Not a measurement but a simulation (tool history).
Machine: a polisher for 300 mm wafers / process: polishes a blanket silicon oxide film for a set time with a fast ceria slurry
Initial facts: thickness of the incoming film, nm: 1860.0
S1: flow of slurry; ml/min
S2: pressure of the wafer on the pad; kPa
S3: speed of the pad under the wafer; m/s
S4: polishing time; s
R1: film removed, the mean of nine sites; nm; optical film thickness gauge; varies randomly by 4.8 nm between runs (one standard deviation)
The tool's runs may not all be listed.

| run | hour | S1 | S2 | S3 | S4 | R1 |
|---|---|---|---|---|---|---|
| 1 | 0.0 | 250 | 15.9 | 0.78 | 40 | 389.63 |
| 2 | 5.6 | 250 | 15.9 | 0.78 | 36 | 352.94 |
| 3 | 13.5 | 255 | 17.2 | 0.80 | 36 | 394.17 |
| 4 | 14.6 | 255 | 20.0 | 0.80 | 36 | 449.51 |
| 5 | 17.6 | 255 | 17.2 | 0.80 | 36 | 392.98 |
| 6 | 23.8 | 255 | 17.2 | 0.90 | 36 | 441.00 |
| 7 | 29.8 | 255 | 18.6 | 0.90 | 36 | 474.38 |

Expected results for the next run?
| 8 | 35.5 | 255 | 20.0 | 0.90 | 36 | ? |

{"run 8": {"R1": 504.63}}
